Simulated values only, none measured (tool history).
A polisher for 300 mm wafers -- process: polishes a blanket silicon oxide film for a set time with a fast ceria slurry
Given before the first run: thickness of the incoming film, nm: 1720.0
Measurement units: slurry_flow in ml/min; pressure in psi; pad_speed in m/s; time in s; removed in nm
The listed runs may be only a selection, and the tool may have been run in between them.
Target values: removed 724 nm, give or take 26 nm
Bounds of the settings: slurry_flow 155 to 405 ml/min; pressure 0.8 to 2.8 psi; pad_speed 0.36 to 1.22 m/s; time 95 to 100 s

| run | hour | slurry_flow | pressure | pad_speed | time | removed |
|---|---|---|---|---|---|---|
| 1 | 0 | 260 | 1.8 | 0.78 | 95 | 900.21 |
| 2 | 5.8 | 260 | 2.1 | 0.78 | 95 | 1011.5 |
| 3 | 9.7 | 260 | 2 | 0.78 | 95 | 977.03 |
| 4 | 10.5 | 260 | 2 | 0.86 | 95 | 1041.5 |
| 5 | 11.3 | 260 | 1.9 | 0.86 | 95 | 995.97 |
| 6 | 16.6 | 225 | 1.9 | 0.86 | 95 | 995.68 |
| 7 | 19 | 225 | 1.8 | 0.86 | 95 | 944.9 |
| 8 | 19.7 | 225 | 1.7 | 0.86 | 95 | 906.52 |
| 9 | 24.8 | 225 | 1.6 | 0.86 | 95 | 857.44 |
| 10 | 29.5 | 225 | 1.4 | 0.86 | 95 | 777.75 |

Consider the 5 candidate settings below. Which is the only one whose results all fall within their allowed miss of target?
| A | 34.2 | 220 | 1.2 | 1.06 | 100 | ? |
| B | 34.2 | 155 | 1.2 | 0.9 | 96 | ? |
| C | 34.2 | 180 | 1.3 | 0.82 | 95 | ? |
| D | 34.2 | 235 | 1.7 | 0.66 | 97 | ? |
| E | 34.2 | 215 | 1.4 | 0.82 | 95 | ? |

| move | removed |
|---|---|
| A | 823.49 |
| B | 658.09 |
| C | 666.7 |
| D | 757.18 |
| E | 727.45 |
A: moves away from the targets compared with the last run
B: moves the result that the last run missed by most past its target, out the other side
C: moves the result that the last run missed by most past its target, out the other side
D: closer than the last run, but not yet in spec
E: every result lands within tolerance
Correct choice: E, which meets every target
